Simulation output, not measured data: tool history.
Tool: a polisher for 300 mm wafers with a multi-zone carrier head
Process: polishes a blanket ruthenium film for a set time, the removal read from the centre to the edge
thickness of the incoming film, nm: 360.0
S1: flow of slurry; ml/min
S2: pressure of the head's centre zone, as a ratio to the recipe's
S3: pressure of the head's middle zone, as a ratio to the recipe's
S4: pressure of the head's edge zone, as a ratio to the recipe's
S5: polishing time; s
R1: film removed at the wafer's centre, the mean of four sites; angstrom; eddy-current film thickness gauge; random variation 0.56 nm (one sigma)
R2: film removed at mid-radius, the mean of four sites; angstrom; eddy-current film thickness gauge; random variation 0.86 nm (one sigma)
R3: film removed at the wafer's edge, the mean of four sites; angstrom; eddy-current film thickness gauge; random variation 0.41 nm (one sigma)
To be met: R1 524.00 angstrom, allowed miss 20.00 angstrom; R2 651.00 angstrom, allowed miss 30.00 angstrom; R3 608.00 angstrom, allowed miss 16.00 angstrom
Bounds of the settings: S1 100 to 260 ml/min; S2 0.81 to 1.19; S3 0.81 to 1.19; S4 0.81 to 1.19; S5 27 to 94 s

run 1 hour=0.0 | S1=165 S2=1.00 S3=1.00 S4=1.00 S5=60 | R1=706.83 R2=762.29 R3=736.47
run 2 hour=7.2 | S1=165 S2=1.00 S3=0.97 S4=1.00 S5=60 | R1=695.24 R2=734.33 R3=739.42
run 3 hour=10.0 | S1=165 S2=1.00 S3=0.97 S4=1.00 S5=68 | R1=792.78 R2=828.39 R3=846.26
run 4 hour=12.8 | S1=160 S2=0.97 S3=0.97 S4=0.97 S5=65 | R1=726.34 R2=785.80 R3=785.69
run 5 hour=14.4 | S1=160 S2=0.94 S3=0.97 S4=0.97 S5=65 | R1=710.84 R2=795.53 R3=789.33
run 6 hour=22.2 | S1=180 S2=0.94 S3=0.97 S4=0.97 S5=65 | R1=736.86 R2=818.66 R3=800.29
run 7 hour=29.4 | S1=170 S2=0.92 S3=0.97 S4=0.94 S5=63 | R1=686.88 R2=766.04 R3=752.72
run 8 hour=34.3 | S1=170 S2=0.92 S3=0.97 S4=0.94 S5=63 | R1=700.89 R2=779.07 R3=756.89
run 9 hour=35.0 | S1=160 S2=0.90 S3=0.98 S4=0.93 S5=61 | R1=653.26 R2=757.50 R3=728.46
run 10 hour=43.7 | S1=155 S2=0.88 S3=0.98 S4=0.91 S5=59 | R1=610.89 R2=719.52 R3=688.67
run 11 hour=49.4 | S1=145 S2=0.87 S3=0.98 S4=0.89 S5=58 | R1=579.95 R2=704.74 R3=666.88

5 next moves are on the table. One of them brings every result within its allowed miss. Which?
run A hour=55.1 | S1=145 S2=0.86 S3=1.04 S4=0.92 S5=56 | R1=? R2=? R3=?
run B hour=55.1 | S1=130 S2=0.81 S3=1.13 S4=0.83 S5=57 | R1=? R2=? R3=?
run C hour=55.1 | S1=135 S2=0.84 S3=0.97 S4=0.84 S5=55 | R1=? R2=? R3=?
run D hour=55.1 | S1=140 S2=0.91 S3=1.02 S4=0.86 S5=64 | R1=? R2=? R3=?
run E hour=55.1 | S1=135 S2=0.81 S3=1.14 S4=0.83 S5=55 | R1=? R2=? R3=?

move=A R1=558.54 R2=724.29 R3=650.10
move=B R1=523.08 R2=771.10 R3=622.13
move=C R1=527.39 R2=665.57 R3=607.63
move=D R1=670.72 R2=810.06 R3=717.43
move=E R1=508.93 R2=754.60 R3=603.17
A: nearer than the last run, and not there yet
B: brings the result that was furthest off to its target, and leaves another outside
C: meets every target
D: further off than the last run
E: brings the result that was furthest off to its target, and leaves another outside
Move C is the one to make.
